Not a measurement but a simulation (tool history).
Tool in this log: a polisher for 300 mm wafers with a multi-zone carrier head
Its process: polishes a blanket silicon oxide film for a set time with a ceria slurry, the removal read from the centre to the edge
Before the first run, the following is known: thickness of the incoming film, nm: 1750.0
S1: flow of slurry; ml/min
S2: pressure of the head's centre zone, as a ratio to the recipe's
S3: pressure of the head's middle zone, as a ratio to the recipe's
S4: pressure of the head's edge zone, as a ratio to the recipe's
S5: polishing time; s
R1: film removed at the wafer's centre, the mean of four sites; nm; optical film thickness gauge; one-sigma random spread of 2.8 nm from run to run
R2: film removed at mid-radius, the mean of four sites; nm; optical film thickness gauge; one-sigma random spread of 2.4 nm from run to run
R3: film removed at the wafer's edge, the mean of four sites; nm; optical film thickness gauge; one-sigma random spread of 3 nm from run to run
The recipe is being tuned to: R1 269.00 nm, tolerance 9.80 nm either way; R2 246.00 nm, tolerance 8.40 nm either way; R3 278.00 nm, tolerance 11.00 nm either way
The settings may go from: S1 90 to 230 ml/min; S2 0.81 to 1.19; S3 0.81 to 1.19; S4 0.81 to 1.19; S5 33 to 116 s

run	day	S1	S2	S3	S4	S5	R1	R2	R3
1	0.000	150	1.00	1.00	1.00	74	469.12	467.62	471.91
2	0.262	150	1.00	1.00	1.06	74	463.46	462.46	495.59
3	0.425	150	1.00	1.00	1.01	74	459.43	463.36	473.42
4	0.462	150	1.00	1.07	1.01	74	468.06	488.83	473.73
5	0.496	150	1.00	1.12	1.01	74	466.69	511.63	479.30
6	0.612	145	1.00	1.09	1.01	70	430.37	459.56	448.89
7	0.804	140	1.00	1.07	1.00	67	415.46	433.17	427.30
8	1.088	135	0.99	1.05	0.99	64	394.08	412.63	399.00
9	1.267	130	0.99	1.03	0.99	61	364.96	385.04	378.11
10	1.496	130	0.99	1.01	0.99	59	359.98	363.84	366.44
11	1.779	125	0.99	0.99	0.99	57	344.71	340.00	359.28

Of the 4 settings listed for the next run, only one would bring every result within its allowed miss of target. Which one?
A	2.062	125	1.13	0.94	1.10	74	?	?	?
B	2.062	145	0.92	0.95	1.02	84	?	?	?
C	2.062	110	1.09	1.02	1.00	46	?	?	?
D	2.062	105	1.06	0.96	1.10	44	?	?	?

move	R1	R2	R3
A	505.06	427.89	486.26
B	480.13	503.61	541.57
C	294.55	278.10	283.14
D	270.88	250.40	282.28
A: moves away from the targets compared with the last run
B: moves away from the targets compared with the last run
C: nearer the targets than the last run, but a result is still out of spec
D: every result lands within tolerance
D meets every target.

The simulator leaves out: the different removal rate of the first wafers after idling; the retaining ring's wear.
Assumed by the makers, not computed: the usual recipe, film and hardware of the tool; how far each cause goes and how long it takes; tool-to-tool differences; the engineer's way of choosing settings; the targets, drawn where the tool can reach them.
